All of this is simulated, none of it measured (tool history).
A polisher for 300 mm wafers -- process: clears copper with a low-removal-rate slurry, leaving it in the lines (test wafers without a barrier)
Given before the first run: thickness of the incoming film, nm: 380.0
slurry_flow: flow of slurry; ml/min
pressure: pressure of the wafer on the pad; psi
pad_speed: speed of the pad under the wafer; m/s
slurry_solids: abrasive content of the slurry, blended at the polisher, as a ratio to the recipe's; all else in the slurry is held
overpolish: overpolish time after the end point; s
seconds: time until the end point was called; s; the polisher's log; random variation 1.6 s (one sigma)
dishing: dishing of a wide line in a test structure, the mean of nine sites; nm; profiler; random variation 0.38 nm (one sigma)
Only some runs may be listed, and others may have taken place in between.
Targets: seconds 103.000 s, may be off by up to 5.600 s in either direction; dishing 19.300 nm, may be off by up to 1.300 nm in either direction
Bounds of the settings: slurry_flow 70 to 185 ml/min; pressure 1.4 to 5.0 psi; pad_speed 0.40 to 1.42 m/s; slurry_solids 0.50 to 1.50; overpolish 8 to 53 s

{"run": 1, "day": 0.0, "slurry_flow": 120, "pressure": 3.2, "pad_speed": 0.9, "slurry_solids": 1.0, "overpolish": 27, "seconds": 115.23, "dishing": 48.902}
{"run": 2, "day": 0.242, "slurry_flow": 125, "pressure": 2.8, "pad_speed": 1.0, "slurry_solids": 1.0, "overpolish": 23, "seconds": 115.6, "dishing": 43.011}
{"run": 3, "day": 0.338, "slurry_flow": 125, "pressure": 2.0, "pad_speed": 1.0, "slurry_solids": 1.0, "overpolish": 23, "seconds": 162.04, "dishing": 33.541}
{"run": 4, "day": 0.375, "slurry_flow": 135, "pressure": 2.1, "pad_speed": 1.0, "slurry_solids": 0.95, "overpolish": 20, "seconds": 150.98, "dishing": 30.477}
{"run": 5, "day": 0.408, "slurry_flow": 135, "pressure": 2.1, "pad_speed": 1.2, "slurry_solids": 0.95, "overpolish": 20, "seconds": 126.86, "dishing": 34.553}
{"run": 6, "day": 0.621, "slurry_flow": 135, "pressure": 2.1, "pad_speed": 1.2, "slurry_solids": 1.05, "overpolish": 20, "seconds": 130.53, "dishing": 35.07}
{"run": 7, "day": 0.654, "slurry_flow": 135, "pressure": 2.1, "pad_speed": 1.2, "slurry_solids": 1.05, "overpolish": 20, "seconds": 123.89, "dishing": 35.075}
{"run": 8, "day": 0.717, "slurry_flow": 145, "pressure": 2.0, "pad_speed": 1.24, "slurry_solids": 1.05, "overpolish": 17, "seconds": 124.73, "dishing": 31.763}
{"run": 9, "day": 1.033, "slurry_flow": 175, "pressure": 1.4, "pad_speed": 1.42, "slurry_solids": 1.3, "overpolish": 8, "seconds": 138.63, "dishing": 13.982}
{"run": 10, "day": 1.104, "slurry_flow": 175, "pressure": 1.6, "pad_speed": 1.42, "slurry_solids": 1.3, "overpolish": 8, "seconds": 121.9, "dishing": 15.857}
{"run": 11, "day": 1.317, "slurry_flow": 175, "pressure": 1.7, "pad_speed": 1.42, "slurry_solids": 1.3, "overpolish": 8, "seconds": 114.61, "dishing": 16.992}
{"run": 12, "day": 1.529, "slurry_flow": 175, "pressure": 1.8, "pad_speed": 1.42, "slurry_solids": 1.3, "overpolish": 8, "seconds": 113.19, "dishing": 17.358}

Which of these 4 next moves meets every target?
{"run": "A", "day": 1.742, "slurry_flow": 185, "pressure": 1.7, "pad_speed": 1.38, "slurry_solids": 1.2, "overpolish": 10, "seconds": "?", "dishing": "?"}
{"run": "B", "day": 1.742, "slurry_flow": 185, "pressure": 2.4, "pad_speed": 1.4, "slurry_solids": 1.15, "overpolish": 8, "seconds": "?", "dishing": "?"}
{"run": "C", "day": 1.742, "slurry_flow": 160, "pressure": 2.0, "pad_speed": 1.42, "slurry_solids": 1.4, "overpolish": 8, "seconds": "?", "dishing": "?"}
{"run": "D", "day": 1.742, "slurry_flow": 175, "pressure": 1.6, "pad_speed": 1.42, "slurry_solids": 1.4, "overpolish": 8, "seconds": "?", "dishing": "?"}

move=A seconds=125.550 dishing=18.866
move=B seconds=89.986 dishing=21.134
move=C seconds=103.240 dishing=18.536
move=D seconds=125.790 dishing=15.354
A: the biggest miss grows against the last run
B: takes the result that was furthest off past its target
C: all results land within tolerance of their targets
D: the biggest miss grows against the last run
Go with C: it meets all targets.
